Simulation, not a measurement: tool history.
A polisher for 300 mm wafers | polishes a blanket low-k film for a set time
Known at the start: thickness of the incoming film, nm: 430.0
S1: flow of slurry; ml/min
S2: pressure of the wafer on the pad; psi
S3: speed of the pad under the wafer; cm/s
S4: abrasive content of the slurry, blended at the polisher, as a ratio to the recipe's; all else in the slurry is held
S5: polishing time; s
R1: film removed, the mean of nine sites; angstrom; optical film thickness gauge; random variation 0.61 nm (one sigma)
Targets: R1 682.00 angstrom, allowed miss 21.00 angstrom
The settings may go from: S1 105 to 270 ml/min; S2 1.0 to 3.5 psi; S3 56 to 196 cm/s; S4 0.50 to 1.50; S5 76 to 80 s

| run | day | S1 | S2 | S3 | S4 | S5 | R1 |
|---|---|---|---|---|---|---|---|
| 1 | 0.000 | 175 | 2.2 | 126 | 1.00 | 76 | 503.10 |
| 2 | 0.054 | 175 | 2.2 | 126 | 0.90 | 76 | 480.45 |
| 3 | 0.138 | 175 | 2.2 | 126 | 0.90 | 76 | 482.89 |
| 4 | 0.246 | 180 | 2.3 | 126 | 0.90 | 76 | 516.78 |
| 5 | 0.392 | 180 | 2.3 | 126 | 1.05 | 76 | 550.07 |
| 6 | 0.621 | 190 | 2.4 | 126 | 1.05 | 76 | 573.95 |
| 7 | 0.771 | 190 | 2.5 | 126 | 1.05 | 76 | 585.47 |
| 8 | 1.004 | 190 | 2.6 | 126 | 1.05 | 76 | 610.81 |
| 9 | 1.329 | 195 | 2.6 | 126 | 1.05 | 76 | 606.00 |
| 10 | 1.558 | 195 | 2.6 | 126 | 1.05 | 76 | 611.97 |
| 11 | 1.612 | 195 | 2.6 | 126 | 1.05 | 76 | 603.84 |
| 12 | 1.662 | 195 | 2.7 | 126 | 1.05 | 76 | 628.90 |
| 13 | 1.762 | 195 | 2.8 | 126 | 1.05 | 76 | 661.12 |

4 next moves are on the table. One of them brings every result within its allowed miss. Which?
| A | 1.862 | 250 | 2.7 | 118 | 1.05 | 78 | ? |
| B | 1.862 | 200 | 2.8 | 112 | 1.00 | 78 | ? |
| C | 1.862 | 160 | 2.7 | 136 | 0.85 | 80 | ? |
| D | 1.862 | 205 | 2.6 | 126 | 1.15 | 80 | ? |

| move | R1 |
|---|---|
| A | 648.60 |
| B | 621.22 |
| C | 645.35 |
| D | 683.82 |
A: further off than the last run
B: further off than the last run
C: further off than the last run
D: meets every target
Move D is the one to make.
